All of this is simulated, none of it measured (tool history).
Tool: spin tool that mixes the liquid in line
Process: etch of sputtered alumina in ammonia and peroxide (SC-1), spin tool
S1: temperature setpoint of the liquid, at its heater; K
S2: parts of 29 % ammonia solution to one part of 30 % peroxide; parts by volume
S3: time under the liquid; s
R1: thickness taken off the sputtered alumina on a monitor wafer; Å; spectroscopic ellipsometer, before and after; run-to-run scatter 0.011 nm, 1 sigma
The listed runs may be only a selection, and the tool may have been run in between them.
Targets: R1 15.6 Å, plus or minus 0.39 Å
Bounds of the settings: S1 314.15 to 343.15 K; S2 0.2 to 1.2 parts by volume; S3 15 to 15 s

| run | hour | S1 | S2 | S3 | R1 |
|---|---|---|---|---|---|
| 1 | 0 | 330.15 | 0.85 | 15 | 12.399 |
| 2 | 6.4 | 330.65 | 0.85 | 15 | 12.872 |
| 3 | 11.8 | 331.15 | 0.85 | 15 | 13.037 |
| 4 | 13 | 331.15 | 0.85 | 15 | 13.042 |
| 5 | 20.8 | 331.15 | 0.85 | 15 | 13.162 |
| 6 | 29.6 | 331.15 | 1.05 | 15 | 13.455 |
| 7 | 36 | 331.65 | 1.05 | 15 | 13.753 |
| 8 | 39.1 | 332.15 | 1.05 | 15 | 14.014 |
| 9 | 40.6 | 332.65 | 1.05 | 15 | 14.537 |

Exercise: of the 4 proposed moves below, exactly one satisfies all targets within the stated allowed misses. Which move is it?
| A | 42.1 | 333.65 | 1.2 | 15 | ? |
| B | 42.1 | 333.65 | 0.9 | 15 | ? |
| C | 42.1 | 332.65 | 1.2 | 15 | ? |
| D | 42.1 | 333.15 | 1.15 | 15 | ? |

| move | R1 |
|---|---|
| A | 15.366 |
| B | 14.952 |
| C | 14.597 |
| D | 14.917 |
A: in spec on every target
B: nearer than the last run, and not there yet
C: nearer than the last run, and not there yet
D: nearer than the last run, and not there yet
Move A is the one to make.
